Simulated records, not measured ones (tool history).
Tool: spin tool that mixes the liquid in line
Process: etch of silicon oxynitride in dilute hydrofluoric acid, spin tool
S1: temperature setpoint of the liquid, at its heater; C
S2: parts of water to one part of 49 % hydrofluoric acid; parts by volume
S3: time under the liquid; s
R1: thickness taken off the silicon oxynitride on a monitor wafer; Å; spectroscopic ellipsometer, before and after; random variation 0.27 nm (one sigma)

run	hour	S1	S2	S3	R1
1	0.0	22.0	70	265	117.080
2	6.9	22.0	95	265	85.107
3	10.4	23.5	85	265	100.120
4	15.0	23.5	70	265	124.040
5	22.7	24.5	60	265	151.110
6	24.4	24.5	70	265	131.040
7	29.1	25.5	60	265	159.450
8	32.8	26.5	55	265	182.750
9	39.8	27.0	50	265	209.800
10	46.1	30.0	40	265	303.970
11	53.3	29.5	40	265	295.340

Forecast run 12:
12	61.3	29.5	40	265	?

{"run 12": {"R1": 302.19}}

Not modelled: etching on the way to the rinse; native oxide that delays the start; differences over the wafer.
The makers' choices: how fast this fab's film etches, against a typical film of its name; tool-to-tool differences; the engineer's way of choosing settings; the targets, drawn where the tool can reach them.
